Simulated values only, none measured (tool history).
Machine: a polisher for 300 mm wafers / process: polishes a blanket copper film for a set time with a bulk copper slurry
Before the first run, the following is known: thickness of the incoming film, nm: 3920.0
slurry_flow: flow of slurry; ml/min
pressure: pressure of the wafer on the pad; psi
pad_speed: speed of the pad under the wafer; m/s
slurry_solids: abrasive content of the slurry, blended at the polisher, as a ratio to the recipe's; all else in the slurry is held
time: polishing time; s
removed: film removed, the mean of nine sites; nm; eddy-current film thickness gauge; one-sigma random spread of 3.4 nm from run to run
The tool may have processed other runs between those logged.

Run 1, hour 0: slurry_flow 240 ml/min, pressure 2.4 psi, pad_speed 0.84 m/s, slurry_solids 1, time 30 s. Result: removed 165.13 nm.
Run 2, hour 5.6: slurry_flow 240 ml/min, pressure 2.6 psi, pad_speed 0.84 m/s, slurry_solids 1, time 30 s. Result: removed 184.44 nm.
Run 3, hour 8.3: slurry_flow 240 ml/min, pressure 2.6 psi, pad_speed 0.84 m/s, slurry_solids 1, time 27 s. Result: removed 160.36 nm.
Run 4, hour 13.3: slurry_flow 240 ml/min, pressure 2.8 psi, pad_speed 0.84 m/s, slurry_solids 1, time 27 s. Result: removed 173.61 nm.
Run 5, hour 16.7: slurry_flow 240 ml/min, pressure 2.8 psi, pad_speed 0.74 m/s, slurry_solids 1, time 27 s. Result: removed 160.49 nm.
Run 6, hour 24.4: slurry_flow 240 ml/min, pressure 3 psi, pad_speed 0.76 m/s, slurry_solids 1, time 27 s. Result: removed 179.76 nm.
Run 7, hour 31.8: slurry_flow 240 ml/min, pressure 3.1 psi, pad_speed 0.76 m/s, slurry_solids 1, time 27 s. Result: removed 184.83 nm.
Run 8, hour 35.9: slurry_flow 240 ml/min, pressure 3.2 psi, pad_speed 0.76 m/s, slurry_solids 1, time 27 s. Result: removed 186.35 nm.
Run 9, hour 39.4: slurry_flow 240 ml/min, pressure 3.3 psi, pad_speed 0.78 m/s, slurry_solids 1, time 27 s. Result: removed 199.08 nm.
Run 10, hour 43.6: slurry_flow 240 ml/min, pressure 3.4 psi, pad_speed 0.8 m/s, slurry_solids 1, time 27 s. Result: removed 204.69 nm.

Estimate the outcome of run 11 from the log above:
Run 11, hour 46.4: slurry_flow 240 ml/min, pressure 3.5 psi, pad_speed 0.82 m/s, slurry_solids 1, time 27 s. Result: removed ?.

Run 11 gave removed 216.1 nm.

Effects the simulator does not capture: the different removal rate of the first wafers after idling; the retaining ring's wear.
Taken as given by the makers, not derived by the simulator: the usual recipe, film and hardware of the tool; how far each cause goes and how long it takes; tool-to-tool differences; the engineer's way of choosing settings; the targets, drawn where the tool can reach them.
